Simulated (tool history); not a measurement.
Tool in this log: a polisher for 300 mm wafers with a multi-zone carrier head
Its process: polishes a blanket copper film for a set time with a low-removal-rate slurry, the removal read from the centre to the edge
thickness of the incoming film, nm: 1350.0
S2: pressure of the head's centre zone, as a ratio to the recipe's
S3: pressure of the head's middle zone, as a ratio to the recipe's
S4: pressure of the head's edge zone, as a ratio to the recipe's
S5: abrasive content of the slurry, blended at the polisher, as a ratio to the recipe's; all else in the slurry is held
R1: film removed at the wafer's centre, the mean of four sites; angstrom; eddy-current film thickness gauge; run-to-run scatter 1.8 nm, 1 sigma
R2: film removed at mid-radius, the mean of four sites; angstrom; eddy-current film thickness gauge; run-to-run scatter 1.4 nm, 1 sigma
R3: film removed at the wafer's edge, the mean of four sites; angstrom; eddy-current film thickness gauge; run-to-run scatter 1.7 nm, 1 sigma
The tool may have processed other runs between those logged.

{"run": 1, "hour": 0.0, "flow of slurry (ml/min)": 275, "S2": 1.0, "S3": 1.0, "S4": 1.0, "S5": 1.0, "polishing time (s)": 45, "R1": 933.17, "R2": 954.42, "R3": 936.76}
{"run": 2, "hour": 1.7, "flow of slurry (ml/min)": 215, "S2": 1.0, "S3": 1.0, "S4": 1.0, "S5": 1.0, "polishing time (s)": 45, "R1": 887.85, "R2": 915.48, "R3": 914.92}
{"run": 3, "hour": 9.6, "flow of slurry (ml/min)": 215, "S2": 1.08, "S3": 1.0, "S4": 1.0, "S5": 1.0, "polishing time (s)": 45, "R1": 997.4, "R2": 930.86, "R3": 931.04}
{"run": 4, "hour": 18.5, "flow of slurry (ml/min)": 250, "S2": 1.08, "S3": 1.0, "S4": 1.0, "S5": 1.0, "polishing time (s)": 45, "R1": 966.13, "R2": 937.0, "R3": 936.93}
{"hour": 23.3, "done": "worn pad replaced by a new one"}
{"run": 5, "hour": 23.3, "flow of slurry (ml/min)": 255, "S2": 1.08, "S3": 1.03, "S4": 1.01, "S5": 1.1, "polishing time (s)": 47, "R1": 1132.9, "R2": 1110.5, "R3": 1045.7}
{"run": 6, "hour": 31.6, "flow of slurry (ml/min)": 210, "S2": 1.08, "S3": 1.03, "S4": 1.01, "S5": 1.1, "polishing time (s)": 47, "R1": 1111.1, "R2": 1063.8, "R3": 1049.3}
{"run": 7, "hour": 33.8, "flow of slurry (ml/min)": 215, "S2": 1.07, "S3": 1.06, "S4": 1.03, "S5": 1.15, "polishing time (s)": 47, "R1": 1102.7, "R2": 1119.0, "R3": 1059.2}

What does the tool deliver on the next run?
{"run": 8, "hour": 40.6, "flow of slurry (ml/min)": 215, "S2": 1.07, "S3": 1.08, "S4": 1.05, "S5": 1.2, "polishing time (s)": 47, "R1": "?", "R2": "?", "R3": "?"}

Logged for run 8: R1 1130.60 angstrom, R2 1141.00 angstrom, R3 1080.60 angstrom.
